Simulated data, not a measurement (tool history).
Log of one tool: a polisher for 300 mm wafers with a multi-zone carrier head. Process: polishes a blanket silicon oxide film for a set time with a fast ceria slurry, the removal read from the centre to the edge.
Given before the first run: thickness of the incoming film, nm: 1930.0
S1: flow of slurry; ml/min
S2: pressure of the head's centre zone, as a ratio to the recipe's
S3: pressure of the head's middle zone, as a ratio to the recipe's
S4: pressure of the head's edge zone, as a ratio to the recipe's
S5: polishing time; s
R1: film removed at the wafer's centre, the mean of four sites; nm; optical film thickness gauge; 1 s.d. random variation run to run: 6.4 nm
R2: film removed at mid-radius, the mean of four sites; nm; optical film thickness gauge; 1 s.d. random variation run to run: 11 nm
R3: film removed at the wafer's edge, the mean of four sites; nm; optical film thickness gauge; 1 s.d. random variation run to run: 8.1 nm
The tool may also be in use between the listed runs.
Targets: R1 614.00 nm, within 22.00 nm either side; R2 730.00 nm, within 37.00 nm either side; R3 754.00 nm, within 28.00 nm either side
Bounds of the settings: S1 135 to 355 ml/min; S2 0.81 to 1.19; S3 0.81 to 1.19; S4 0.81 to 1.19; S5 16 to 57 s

run,hour,S1,S2,S3,S4,S5,R1,R2,R3
1,0.0,225,1.00,1.00,1.00,36,609.99,627.76,625.31
2,2.9,225,1.00,1.07,1.00,36,599.08,651.61,609.29
3,5.6,230,0.98,1.07,1.03,37,618.19,675.23,624.69
4,7.4,230,0.98,1.07,1.03,30,495.85,552.09,516.38
5,11.2,230,1.03,1.07,1.03,30,520.87,535.90,517.36
6,17.3,230,0.98,1.07,1.03,30,497.47,529.51,523.56
7,26.4,225,0.95,1.06,1.04,33,530.92,590.75,584.75
8,31.6,225,0.93,1.06,1.06,34,525.58,601.72,591.11
9,39.3,225,0.92,1.05,1.07,36,555.49,622.08,640.30
10,45.1,230,0.91,1.05,1.08,37,573.51,635.72,652.70
11,51.2,225,0.90,1.05,1.08,38,563.18,652.67,678.48
12,57.9,230,0.90,1.05,1.08,39,591.43,711.27,692.30
13,65.0,230,0.90,1.04,1.09,39,601.79,680.30,688.68
14,68.3,225,0.89,1.04,1.09,40,607.70,724.33,721.97
15,73.5,225,0.89,1.03,1.09,40,601.59,702.31,721.76

Exercise: of the 4 proposed moves below, exactly one satisfies all targets within the stated allowed misses. Which move is it?
A,78.7,225,0.86,1.00,1.07,43,?,?,?
B,78.7,270,0.96,0.97,1.18,40,?,?,?
C,78.7,265,1.03,1.02,1.11,38,?,?,?
D,78.7,230,1.07,0.99,1.12,37,?,?,?

move,R1,R2,R3
A,622.38,728.65,755.22
B,660.94,673.52,745.53
C,672.72,666.09,687.42
D,668.87,622.55,664.49
A: every result lands within tolerance
B: the furthest-off result lands on target, but another misses its tolerance
C: further off than the last run
D: further off than the last run
A is the move that brings every result within its allowed miss.

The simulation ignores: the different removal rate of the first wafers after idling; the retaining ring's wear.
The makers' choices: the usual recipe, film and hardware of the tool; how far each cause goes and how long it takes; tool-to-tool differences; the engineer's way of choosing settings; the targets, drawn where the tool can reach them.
